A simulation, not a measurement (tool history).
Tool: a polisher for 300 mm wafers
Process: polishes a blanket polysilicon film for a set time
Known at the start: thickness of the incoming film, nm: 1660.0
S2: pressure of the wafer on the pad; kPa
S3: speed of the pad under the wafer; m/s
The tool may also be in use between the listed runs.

run 1 hour=0 | flow_of_slurry_(ml/min)=275 S2=22.1 S3=0.8 polishing_time_(s)=18 | film_removed_(nm)=117.05
run 2 hour=8.9 | flow_of_slurry_(ml/min)=320 S2=22.1 S3=0.8 polishing_time_(s)=18 | film_removed_(nm)=118.09
run 3 hour=14.1 | flow_of_slurry_(ml/min)=320 S2=22.8 S3=0.8 polishing_time_(s)=18 | film_removed_(nm)=119.47
run 4 hour=21.6 | flow_of_slurry_(ml/min)=255 S2=22.8 S3=0.8 polishing_time_(s)=18 | film_removed_(nm)=118.36
run 5 hour=28.2 | flow_of_slurry_(ml/min)=255 S2=22.8 S3=1 polishing_time_(s)=18 | film_removed_(nm)=146.72
run 6 hour=36.3 | flow_of_slurry_(ml/min)=255 S2=17.2 S3=1 polishing_time_(s)=18 | film_removed_(nm)=121.78
run 7 hour=42.8 | flow_of_slurry_(ml/min)=255 S2=17.9 S3=1 polishing_time_(s)=18 | film_removed_(nm)=124.34

Run 8 comes next. What will it give?
run 8 hour=51.1 | flow_of_slurry_(ml/min)=255 S2=18.6 S3=1 polishing_time_(s)=18 | film_removed_(nm)=?

film removed (nm): 128.46
